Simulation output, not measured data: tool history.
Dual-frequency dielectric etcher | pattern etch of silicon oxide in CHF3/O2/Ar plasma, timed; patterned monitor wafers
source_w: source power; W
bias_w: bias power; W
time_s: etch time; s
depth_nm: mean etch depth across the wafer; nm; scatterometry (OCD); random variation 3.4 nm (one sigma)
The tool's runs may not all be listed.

run  hour  source_w  bias_w  time_s  depth_nm
  1     0       850     228     334    821.96
  2   5.1       890     230     334    838.75
  3   9.8       930     232     334    851.35
  4  13.3       960     235     334    862.69
  5  17.9       990     239     334    877.97
  6  23.7      1020     242     334    898.68
  7  30.9      1040     243     334    901.33
  8  38.9      1060     244     334    909.53
  9    46      1080     245     334    910.08
 10  52.3      1080     245     334    916.98
 11  55.3      1090     246     334    920.55
 12  57.3      1100     247     334    930.49

Run 13 comes next. What will it give?
 13  59.8      1110     247     334         ?

Run 13 gave depth_nm 933.64 nm.
